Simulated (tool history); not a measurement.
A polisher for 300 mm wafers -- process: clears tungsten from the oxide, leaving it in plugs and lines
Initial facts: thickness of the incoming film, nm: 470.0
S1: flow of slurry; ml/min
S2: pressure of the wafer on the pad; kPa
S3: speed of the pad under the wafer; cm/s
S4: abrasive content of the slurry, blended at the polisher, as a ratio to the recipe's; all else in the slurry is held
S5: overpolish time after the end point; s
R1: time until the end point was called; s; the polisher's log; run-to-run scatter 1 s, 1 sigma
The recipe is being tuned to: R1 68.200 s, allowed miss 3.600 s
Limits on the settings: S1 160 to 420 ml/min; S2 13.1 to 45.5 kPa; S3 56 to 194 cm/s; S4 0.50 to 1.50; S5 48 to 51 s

run,hour,S1,S2,S3,S4,S5,R1
1,0.0,270,29.0,124,1.00,48,85.745
2,6.8,270,22.8,124,1.00,48,102.540
3,13.3,270,22.8,124,1.00,48,108.120
4,18.7,270,17.2,124,1.00,48,132.110
5,23.8,270,19.3,124,1.00,48,117.230
6,32.1,270,19.3,124,1.00,51,121.630
7,36.4,270,21.4,124,1.00,51,109.810
8,38.4,270,21.4,124,1.00,51,106.580

Exercise: of the 5 proposed moves below, exactly one satisfies all targets within the stated allowed misses. Which move is it?
A,40.4,265,29.6,170,1.00,51,?
B,40.4,285,20.0,108,0.85,48,?
C,40.4,290,35.9,176,0.95,51,?
D,40.4,295,29.0,154,1.00,51,?
E,40.4,245,18.6,108,0.85,48,?

move,R1
A,60.897
B,135.580
C,50.097
D,67.941
E,145.130
A: moves the result that the last run missed by most past its target, out the other side
B: misses by more than the last run did
C: moves the result that the last run missed by most past its target, out the other side
D: meets every target
E: misses by more than the last run did
Correct choice: D, which meets every target

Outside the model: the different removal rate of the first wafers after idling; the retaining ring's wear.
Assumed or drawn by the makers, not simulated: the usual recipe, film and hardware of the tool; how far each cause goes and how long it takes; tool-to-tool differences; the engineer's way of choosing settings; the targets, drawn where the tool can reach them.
